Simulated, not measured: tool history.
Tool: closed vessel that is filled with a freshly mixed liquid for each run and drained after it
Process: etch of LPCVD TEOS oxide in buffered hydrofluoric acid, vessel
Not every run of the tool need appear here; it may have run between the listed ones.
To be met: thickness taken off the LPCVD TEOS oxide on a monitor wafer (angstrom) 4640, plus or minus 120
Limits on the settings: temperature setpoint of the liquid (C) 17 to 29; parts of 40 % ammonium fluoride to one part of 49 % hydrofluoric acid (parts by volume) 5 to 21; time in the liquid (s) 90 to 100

run    day  temperature setpoint of the liquid (C)  parts of 40 % ammonium fluoride to one part of 49 % hydrofluoric acid (parts by volume)  time in the liquid (s)  thickness taken off the LPCVD TEOS oxide on a monitor wafer (angstrom)
  1      0                                      21                                                                                       13                      90                                                                  2822.1
  2  0.112                                      23                                                                                       13                      90                                                                  3148.5
  3   0.35                                    24.5                                                                                       13                      90                                                                  3390.7
  4  0.592                                    24.5                                                                                     14.5                      90                                                                  3061.3
  5  0.642                                    25.5                                                                                       14                      90                                                                  3350.2
  6  0.829                                    25.5                                                                                     16.5                      90                                                                  2846.9
  7  1.154                                    25.5                                                                                     16.5                      90                                                                  2838.1
  8  1.212                                    26.5                                                                                     15.5                      90                                                                  3200.1
  9  1.392                                      27                                                                                     14.5                      90                                                                  3493.7
 10  1.608                                    27.5                                                                                       14                      90                                                                  3749.5
 11  1.933                                      28                                                                                     13.5                      90                                                                  3962.8

Of the 5 settings listed for the next run, only one would bring every result within its allowed miss of target. Which one?
  A  2.258                                      29                                                                                       13                      90                                                                       ?
  B  2.258                                      27                                                                                     12.5                      90                                                                       ?
  C  2.258                                      29                                                                                     13.5                     100                                                                       ?
  D  2.258                                    26.5                                                                                     10.5                      95                                                                       ?
  E  2.258                                      28                                                                                       14                     100                                                                       ?

move  thickness taken off the LPCVD TEOS oxide on a monitor wafer (angstrom)
   A                                                                  4320.6
   B                                                                  4036.5
   C                                                                  4626.7
   D                                                                  4917.1
   E                                                                  4234.2
A: an improvement on the last run, though not all results are within tolerance
B: an improvement on the last run, though not all results are within tolerance
C: all results land within tolerance of their targets
D: carries the result that was furthest off beyond its target, to the other side
E: an improvement on the last run, though not all results are within tolerance
The move that meets every target is C.
